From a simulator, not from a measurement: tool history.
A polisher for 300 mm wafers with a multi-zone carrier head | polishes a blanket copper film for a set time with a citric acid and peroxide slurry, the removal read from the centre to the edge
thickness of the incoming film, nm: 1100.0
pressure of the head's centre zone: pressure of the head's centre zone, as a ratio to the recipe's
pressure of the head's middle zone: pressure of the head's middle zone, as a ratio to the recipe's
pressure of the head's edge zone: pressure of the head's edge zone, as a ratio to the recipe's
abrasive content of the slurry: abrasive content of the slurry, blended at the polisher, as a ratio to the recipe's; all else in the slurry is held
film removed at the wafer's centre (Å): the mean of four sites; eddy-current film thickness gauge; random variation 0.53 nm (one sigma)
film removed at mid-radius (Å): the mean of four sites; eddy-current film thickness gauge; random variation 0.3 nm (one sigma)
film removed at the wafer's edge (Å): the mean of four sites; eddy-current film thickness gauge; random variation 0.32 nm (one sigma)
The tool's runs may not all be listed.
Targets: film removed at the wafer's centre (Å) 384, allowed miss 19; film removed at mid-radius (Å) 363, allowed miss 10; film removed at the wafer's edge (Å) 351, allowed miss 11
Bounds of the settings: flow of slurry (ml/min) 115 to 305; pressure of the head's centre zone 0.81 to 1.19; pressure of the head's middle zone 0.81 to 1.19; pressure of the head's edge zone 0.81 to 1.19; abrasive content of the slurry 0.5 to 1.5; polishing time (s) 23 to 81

| run | hour | flow of slurry (ml/min) | pressure of the head's centre zone | pressure of the head's middle zone | pressure of the head's edge zone | abrasive content of the slurry | polishing time (s) | film removed at the wafer's centre (Å) | film removed at mid-radius (Å) | film removed at the wafer's edge (Å) |
|---|---|---|---|---|---|---|---|---|---|---|
| 1 | 0 | 195 | 1 | 1 | 1 | 1 | 52 | 668.06 | 688.01 | 676.38 |
| 2 | 5.6 | 195 | 1.05 | 1 | 1 | 1 | 52 | 721.07 | 685.04 | 674.9 |
| 3 | 9 | 245 | 1.05 | 1 | 1 | 1 | 52 | 745.11 | 704.19 | 688.09 |
| 4 | 11.3 | 245 | 1.11 | 1 | 1 | 1 | 52 | 795.08 | 691.03 | 705.03 |
| 5 | 13.9 | 240 | 1.08 | 0.98 | 0.96 | 0.9 | 46 | 655.68 | 594.95 | 583.23 |
| 6 | 17.9 | 235 | 1.06 | 0.95 | 0.93 | 0.8 | 43 | 568.08 | 525.21 | 528.87 |
| 7 | 21.6 | 235 | 1.06 | 0.95 | 0.91 | 0.75 | 40 | 533.03 | 489.68 | 466.85 |
| 8 | 26.2 | 225 | 1.04 | 0.92 | 0.89 | 0.7 | 39 | 507.69 | 451.32 | 449.73 |
|  | 34.5 | slurry nozzle cleaned |
| 9 | 34.5 | 225 | 1.04 | 0.92 | 0.89 | 0.7 | 39 | 515.38 | 463.35 | 454.67 |
| 10 | 43.4 | 220 | 1.02 | 0.91 | 0.87 | 0.65 | 37 | 473.67 | 429.84 | 422.3 |
| 11 | 48.9 | 215 | 1 | 0.9 | 0.86 | 0.6 | 36 | 441.64 | 406.45 | 396.67 |
| 12 | 52.4 | 205 | 0.99 | 0.89 | 0.85 | 0.6 | 36 | 434.23 | 406.88 | 396.52 |
| 13 | 56.4 | 200 | 0.98 | 0.88 | 0.84 | 0.6 | 35 | 414.18 | 383.48 | 379.41 |
| 14 | 61.3 | 190 | 0.98 | 0.88 | 0.83 | 0.6 | 35 | 417.72 | 384.33 | 378.12 |
| 15 | 64.1 | 185 | 0.97 | 0.88 | 0.83 | 0.6 | 35 | 408.14 | 375.69 | 374.65 |

Which of these 4 next moves meets every target?
| A | 66.9 | 245 | 1.1 | 0.98 | 0.81 | 0.5 | 33 | ? | ? | ? |
| B | 66.9 | 160 | 1.1 | 0.9 | 0.81 | 0.75 | 32 | ? | ? | ? |
| C | 66.9 | 135 | 1.06 | 0.81 | 0.91 | 0.65 | 37 | ? | ? | ? |
| D | 66.9 | 175 | 0.97 | 0.9 | 0.82 | 0.6 | 33 | ? | ? | ? |

| move | film removed at the wafer's centre (Å) | film removed at mid-radius (Å) | film removed at the wafer's edge (Å) |
|---|---|---|---|
| A | 419.63 | 381.38 | 347.19 |
| B | 424.67 | 366.56 | 358.21 |
| C | 448.39 | 374.41 | 415.94 |
| D | 376.6 | 362.72 | 355.13 |
A: brings the result that was furthest off to its target, and leaves another outside
B: brings the result that was furthest off to its target, and leaves another outside
C: further off than the last run
D: meets every target
The right move is D.
